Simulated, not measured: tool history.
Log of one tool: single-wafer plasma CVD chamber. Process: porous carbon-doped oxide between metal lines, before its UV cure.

run	hour	heater temperature setpoint (K)	RF power (W)	deposition time (s)	mean film thickness on the monitor wafer (nm)
1	0.0	583.15	630	23.2	134.97
2	7.9	583.15	570	23.2	130.06
3	14.3	590.15	570	23.2	125.66
4	17.9	590.15	490	23.2	117.65
5	26.2	594.15	490	23.2	115.83
6	28.6	594.15	460	23.2	112.32
7	34.2	594.15	460	23.2	113.49

The next listed run, before its measurement:
8	41.6	586.15	515	23.2	?

{"run 8": {"mean film thickness on the monitor wafer (nm)": 122.88}}
